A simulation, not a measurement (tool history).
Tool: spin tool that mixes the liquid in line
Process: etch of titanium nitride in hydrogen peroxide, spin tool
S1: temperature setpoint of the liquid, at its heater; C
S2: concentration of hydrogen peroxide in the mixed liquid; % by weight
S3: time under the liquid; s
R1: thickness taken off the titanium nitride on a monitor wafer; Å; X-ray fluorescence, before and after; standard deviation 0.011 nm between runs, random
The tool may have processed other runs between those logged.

{"run": 1, "day": 0.0, "S1": 43.0, "S2": 25.5, "S3": 65, "R1": 12.537}
{"run": 2, "day": 0.375, "S1": 43.5, "S2": 25.5, "S3": 65, "R1": 12.995}
{"run": 3, "day": 0.508, "S1": 43.5, "S2": 29.5, "S3": 65, "R1": 13.591}
{"run": 4, "day": 0.696, "S1": 37.5, "S2": 29.5, "S3": 65, "R1": 8.5772}
{"run": 5, "day": 0.875, "S1": 37.5, "S2": 30.0, "S3": 65, "R1": 8.5025}
{"run": 6, "day": 1.058, "S1": 37.5, "S2": 30.0, "S3": 65, "R1": 8.4877}
{"run": 7, "day": 1.325, "S1": 38.5, "S2": 30.0, "S3": 65, "R1": 9.3324}
{"run": 8, "day": 1.65, "S1": 39.5, "S2": 30.0, "S3": 65, "R1": 9.8803}
{"run": 9, "day": 1.679, "S1": 40.5, "S2": 30.0, "S3": 65, "R1": 10.891}
{"run": 10, "day": 1.933, "S1": 41.0, "S2": 30.0, "S3": 65, "R1": 11.105}

Run 11 has not been measured yet. What should we expect?
{"run": 11, "day": 2.212, "S1": 41.5, "S2": 30.0, "S3": 65, "R1": "?"}

R1: 11.5070 Å
